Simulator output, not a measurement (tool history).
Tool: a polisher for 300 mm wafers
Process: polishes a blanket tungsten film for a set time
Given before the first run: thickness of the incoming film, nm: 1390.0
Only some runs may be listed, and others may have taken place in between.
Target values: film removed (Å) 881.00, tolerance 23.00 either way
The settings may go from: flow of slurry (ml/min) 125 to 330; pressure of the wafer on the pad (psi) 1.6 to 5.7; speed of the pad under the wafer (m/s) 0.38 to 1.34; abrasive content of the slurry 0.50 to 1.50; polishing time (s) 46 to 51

| run | hour | flow of slurry (ml/min) | pressure of the wafer on the pad (psi) | speed of the pad under the wafer (m/s) | abrasive content of the slurry | polishing time (s) | film removed (Å) |
|---|---|---|---|---|---|---|---|
| 1 | 0.0 | 210 | 3.6 | 0.86 | 1.00 | 51 | 1687.10 |
| 2 | 1.7 | 210 | 3.6 | 0.86 | 1.10 | 51 | 1716.20 |
| 3 | 3.8 | 210 | 3.2 | 0.86 | 1.10 | 51 | 1587.80 |
| 4 | 7.0 | 210 | 3.2 | 1.00 | 1.10 | 51 | 1842.60 |
| 5 | 10.5 | 205 | 2.9 | 0.96 | 1.10 | 51 | 1623.10 |
| 6 | 12.2 | 205 | 3.5 | 0.96 | 1.10 | 51 | 1886.00 |
| 7 | 17.0 | 205 | 3.5 | 0.96 | 1.10 | 51 | 1877.30 |
| 8 | 25.9 | 200 | 3.2 | 0.92 | 1.10 | 51 | 1695.10 |
| 9 | 27.7 | 195 | 2.2 | 0.68 | 1.05 | 51 | 985.60 |
| 10 | 29.9 | 195 | 2.2 | 0.68 | 1.05 | 51 | 985.45 |
| 11 | 31.4 | 195 | 2.1 | 0.68 | 1.05 | 51 | 956.24 |

5 candidate next runs follow, results not yet known. Just one meets every target within its allowed miss. Identify it.
| A | 32.9 | 205 | 2.3 | 0.62 | 0.90 | 51 | ? |
| B | 32.9 | 175 | 2.3 | 0.78 | 1.05 | 51 | ? |
| C | 32.9 | 205 | 2.1 | 0.66 | 1.00 | 51 | ? |
| D | 32.9 | 195 | 2.3 | 0.56 | 1.25 | 48 | ? |
| E | 32.9 | 170 | 2.5 | 0.66 | 1.05 | 51 | ? |

| move | film removed (Å) |
|---|---|
| A | 877.59 |
| B | 1118.30 |
| C | 910.54 |
| D | 816.04 |
| E | 996.54 |
A: meets every target
B: the biggest miss grows against the last run
C: better than the last run, though not everything is in spec
D: takes the result that was furthest off past its target
E: the biggest miss grows against the last run
A is the move that brings every result within its allowed miss.
